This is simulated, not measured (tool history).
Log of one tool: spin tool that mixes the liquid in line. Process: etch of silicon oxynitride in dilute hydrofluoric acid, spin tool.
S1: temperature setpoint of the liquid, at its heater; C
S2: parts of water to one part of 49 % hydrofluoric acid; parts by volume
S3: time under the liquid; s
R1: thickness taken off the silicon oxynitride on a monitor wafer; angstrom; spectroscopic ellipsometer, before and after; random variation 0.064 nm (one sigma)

run  hour    S1   S2   S3      R1
  1   0.0  22.0  255  265  37.559
  2   2.7  19.5  255  265  32.532
  3   6.9  21.0  255  265  35.203
  4  12.2  21.0  210  265  44.738
  5  18.7  22.0  210  265  46.506
  6  21.1  23.5  210  265  49.928
  7  29.3  24.0  210  265  50.638
  8  35.2  24.5  210  265  51.930
  9  42.1  25.0  210  265  51.797

The next listed run, before its measurement:
 10  44.1  25.5  210  265   ?

{"run 10": {"R1": 54.361}}

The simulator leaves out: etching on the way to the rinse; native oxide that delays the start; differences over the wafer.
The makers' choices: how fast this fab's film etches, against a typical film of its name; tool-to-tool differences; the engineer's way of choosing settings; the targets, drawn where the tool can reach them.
